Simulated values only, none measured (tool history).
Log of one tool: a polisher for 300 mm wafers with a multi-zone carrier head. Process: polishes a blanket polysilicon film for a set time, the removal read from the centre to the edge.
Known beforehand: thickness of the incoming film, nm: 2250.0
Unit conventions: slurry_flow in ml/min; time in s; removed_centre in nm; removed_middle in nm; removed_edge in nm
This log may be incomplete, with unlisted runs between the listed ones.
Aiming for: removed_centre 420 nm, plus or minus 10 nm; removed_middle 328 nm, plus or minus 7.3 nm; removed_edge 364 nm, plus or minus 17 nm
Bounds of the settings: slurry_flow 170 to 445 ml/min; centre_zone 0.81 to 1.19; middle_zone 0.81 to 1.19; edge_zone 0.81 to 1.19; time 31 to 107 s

run 1 hour=0 | slurry_flow=285 centre_zone=1 middle_zone=1 edge_zone=1 time=69 | removed_centre=647.63 removed_middle=636.64 removed_edge=648.44
run 2 hour=5.7 | slurry_flow=280 centre_zone=1.01 middle_zone=0.96 edge_zone=0.97 time=62 | removed_centre=577.58 removed_middle=550.95 removed_edge=562.87
run 3 hour=8.1 | slurry_flow=275 centre_zone=1.03 middle_zone=0.93 edge_zone=0.97 time=57 | removed_centre=556.55 removed_middle=490.25 removed_edge=523.67
run 4 hour=14.8 | slurry_flow=275 centre_zone=1.03 middle_zone=0.96 edge_zone=0.97 time=57 | removed_centre=544.34 removed_middle=508.69 removed_edge=525
run 5 hour=19.9 | slurry_flow=275 centre_zone=1.03 middle_zone=0.96 edge_zone=0.88 time=57 | removed_centre=548.87 removed_middle=505.13 removed_edge=517.16
run 6 hour=23.1 | slurry_flow=275 centre_zone=1.1 middle_zone=0.96 edge_zone=0.88 time=57 | removed_centre=585.86 removed_middle=504.54 removed_edge=497.77
run 7 hour=27.2 | slurry_flow=270 centre_zone=1.09 middle_zone=0.94 edge_zone=0.87 time=53 | removed_centre=542.25 removed_middle=454.86 removed_edge=458.8
run 8 hour=34.6 | slurry_flow=260 centre_zone=1.08 middle_zone=0.92 edge_zone=0.86 time=51 | removed_centre=509.66 removed_middle=430.61 removed_edge=448.96
run 9 hour=43.2 | slurry_flow=255 centre_zone=1.08 middle_zone=0.91 edge_zone=0.85 time=49 | removed_centre=487.28 removed_middle=408.54 removed_edge=431.54
run 10 hour=50 | slurry_flow=250 centre_zone=1.08 middle_zone=0.9 edge_zone=0.84 time=47 | removed_centre=471.51 removed_middle=384.79 removed_edge=400.39
run 11 hour=51.6 | slurry_flow=240 centre_zone=1.07 middle_zone=0.89 edge_zone=0.83 time=47 | removed_centre=459.93 removed_middle=383.62 removed_edge=399.2
run 12 hour=58.3 | slurry_flow=235 centre_zone=1.07 middle_zone=0.87 edge_zone=0.83 time=46 | removed_centre=452.72 removed_middle=367.3 removed_edge=394.63

Consider the 4 candidate settings below. Which is the only one whose results all fall within their allowed miss of target?
run A hour=65 | slurry_flow=215 centre_zone=1.05 middle_zone=0.81 edge_zone=0.87 time=47 | removed_centre=? removed_middle=? removed_edge=?
run B hour=65 | slurry_flow=215 centre_zone=1.11 middle_zone=0.86 edge_zone=0.89 time=42 | removed_centre=? removed_middle=? removed_edge=?
run C hour=65 | slurry_flow=250 centre_zone=1.04 middle_zone=0.82 edge_zone=0.87 time=46 | removed_centre=? removed_middle=? removed_edge=?
run D hour=65 | slurry_flow=250 centre_zone=1.14 middle_zone=0.88 edge_zone=0.83 time=43 | removed_centre=? removed_middle=? removed_edge=?

move=A removed_centre=449.85 removed_middle=347.69 removed_edge=402.91
move=B removed_centre=425.29 removed_middle=326.2 removed_edge=363.55
move=C removed_centre=446.73 removed_middle=351.22 removed_edge=400.68
move=D removed_centre=458.24 removed_middle=347.76 removed_edge=366.46
A: gains on the last run, yet a result remains outside its allowed miss
B: in spec on every target
C: gains on the last run, yet a result remains outside its allowed miss
D: gains on the last run, yet a result remains outside its allowed miss
B is the move that brings every result within its allowed miss.
